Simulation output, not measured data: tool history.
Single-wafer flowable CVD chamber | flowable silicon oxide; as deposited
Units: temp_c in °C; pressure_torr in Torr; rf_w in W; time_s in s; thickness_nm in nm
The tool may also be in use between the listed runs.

Run 1, hour 0: temp_c 100 °C, pressure_torr 0.658 Torr, rf_w 2500 W, time_s 428 s. Result: thickness_nm 206.39 nm.
Run 2, hour 4.7: temp_c 104 °C, pressure_torr 0.658 Torr, rf_w 2500 W, time_s 428 s. Result: thickness_nm 177.2 nm.
Run 3, hour 6: temp_c 104 °C, pressure_torr 0.658 Torr, rf_w 2300 W, time_s 428 s. Result: thickness_nm 174.09 nm.
Run 4, hour 9.3: temp_c 104 °C, pressure_torr 0.593 Torr, rf_w 2300 W, time_s 428 s. Result: thickness_nm 158.4 nm.
Run 5, hour 14.9: temp_c 104 °C, pressure_torr 0.633 Torr, rf_w 2300 W, time_s 428 s. Result: thickness_nm 168.85 nm.
Run 6, hour 19.8: temp_c 104 °C, pressure_torr 0.633 Torr, rf_w 2300 W, time_s 442 s. Result: thickness_nm 174.17 nm.

Forecast run 7:
Run 7, hour 27.2: temp_c 102 °C, pressure_torr 0.633 Torr, rf_w 2300 W, time_s 442 s. Result: thickness_nm ?.

Run 7 gave thickness_nm 188.05 nm.

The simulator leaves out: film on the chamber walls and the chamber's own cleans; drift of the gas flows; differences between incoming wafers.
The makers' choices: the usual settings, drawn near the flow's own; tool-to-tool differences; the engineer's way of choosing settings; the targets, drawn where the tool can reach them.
